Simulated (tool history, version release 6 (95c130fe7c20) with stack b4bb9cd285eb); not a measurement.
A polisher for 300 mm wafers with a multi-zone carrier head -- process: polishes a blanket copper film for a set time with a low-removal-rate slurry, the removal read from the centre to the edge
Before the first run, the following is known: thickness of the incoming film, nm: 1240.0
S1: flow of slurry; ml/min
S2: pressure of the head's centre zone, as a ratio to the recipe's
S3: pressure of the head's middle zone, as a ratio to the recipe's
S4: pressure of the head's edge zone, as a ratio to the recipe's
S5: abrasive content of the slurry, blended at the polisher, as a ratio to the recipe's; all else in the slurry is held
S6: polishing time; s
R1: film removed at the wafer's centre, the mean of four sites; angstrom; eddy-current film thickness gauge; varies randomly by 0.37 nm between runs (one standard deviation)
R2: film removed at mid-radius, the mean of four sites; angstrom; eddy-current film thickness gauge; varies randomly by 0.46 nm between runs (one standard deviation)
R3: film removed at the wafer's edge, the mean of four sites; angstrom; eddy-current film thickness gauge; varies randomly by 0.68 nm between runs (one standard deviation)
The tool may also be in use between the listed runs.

Run 1, day 0.000: S1 320 ml/min, S2 1.00, S3 1.00, S4 1.00, S5 1.00, S6 35 s. Result: R1 608.03 angstrom, R2 616.23 angstrom, R3 628.92 angstrom.
Run 2, day 0.183: S1 320 ml/min, S2 1.00, S3 1.00, S4 1.00, S5 1.20, S6 35 s. Result: R1 645.42 angstrom, R2 642.05 angstrom, R3 646.79 angstrom.
Run 3, day 0.367: S1 320 ml/min, S2 1.00, S3 1.00, S4 1.00, S5 1.05, S6 35 s. Result: R1 618.49 angstrom, R2 623.22 angstrom, R3 632.43 angstrom.
Run 4, day 0.538: S1 320 ml/min, S2 0.97, S3 1.01, S4 1.04, S5 1.10, S6 35 s. Result: R1 605.15 angstrom, R2 626.97 angstrom, R3 638.86 angstrom.
Run 5, day 0.704: S1 320 ml/min, S2 0.97, S3 0.98, S4 1.04, S5 1.10, S6 35 s. Result: R1 607.48 angstrom, R2 616.99 angstrom, R3 643.37 angstrom.
Run 6, day 0.958: S1 320 ml/min, S2 0.97, S3 0.98, S4 0.97, S5 1.10, S6 35 s. Result: R1 615.60 angstrom, R2 621.40 angstrom, R3 618.54 angstrom.
Run 7, day 1.150: S1 310 ml/min, S2 0.94, S3 0.99, S4 1.02, S5 1.15, S6 35 s. Result: R1 587.77 angstrom, R2 634.27 angstrom, R3 648.48 angstrom.
Run 8, day 1.417: S1 295 ml/min, S2 0.93, S3 1.00, S4 1.05, S5 1.20, S6 35 s. Result: R1 588.67 angstrom, R2 636.29 angstrom, R3 658.01 angstrom.
Run 9, day 1.754: S1 290 ml/min, S2 0.92, S3 1.01, S4 1.08, S5 1.25, S6 35 s. Result: R1 588.05 angstrom, R2 648.97 angstrom, R3 675.99 angstrom.

Estimate the outcome of run 10 from the log above:
Run 10, day 1.896: S1 285 ml/min, S2 0.91, S3 1.02, S4 1.10, S5 1.25, S6 35 s. Result: R1 ?, R2 ?, R3 ?.

R1: 577.80 angstrom
R2: 655.63 angstrom
R3: 672.32 angstrom
